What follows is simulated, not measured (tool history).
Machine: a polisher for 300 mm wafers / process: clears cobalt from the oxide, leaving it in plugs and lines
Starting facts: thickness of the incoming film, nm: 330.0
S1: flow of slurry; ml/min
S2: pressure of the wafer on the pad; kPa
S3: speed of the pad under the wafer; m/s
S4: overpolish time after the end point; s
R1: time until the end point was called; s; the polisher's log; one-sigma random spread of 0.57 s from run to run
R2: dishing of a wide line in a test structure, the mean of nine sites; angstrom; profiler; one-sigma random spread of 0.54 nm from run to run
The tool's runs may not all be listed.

run	hour	S1	S2	S3	S4	R1	R2
1	0	255	14.5	1	12	77.215	218.48
2	5.2	195	14.5	1	12	79.791	219.04
3	13.9	160	14.5	1	12	82.518	209.71
4	19.8	165	15.9	1.02	12	70.653	222.64
5	22.2	165	16.5	1.02	12	68.713	233.95
6	27.6	165	17.2	1.04	11	65.283	221.95

Run 7, settings as shown, results not yet in. Your forecast:
7	30.4	165	17.9	1.06	11	?	?

{"run 7": {"R1": 61.608, "R2": 225.7}}

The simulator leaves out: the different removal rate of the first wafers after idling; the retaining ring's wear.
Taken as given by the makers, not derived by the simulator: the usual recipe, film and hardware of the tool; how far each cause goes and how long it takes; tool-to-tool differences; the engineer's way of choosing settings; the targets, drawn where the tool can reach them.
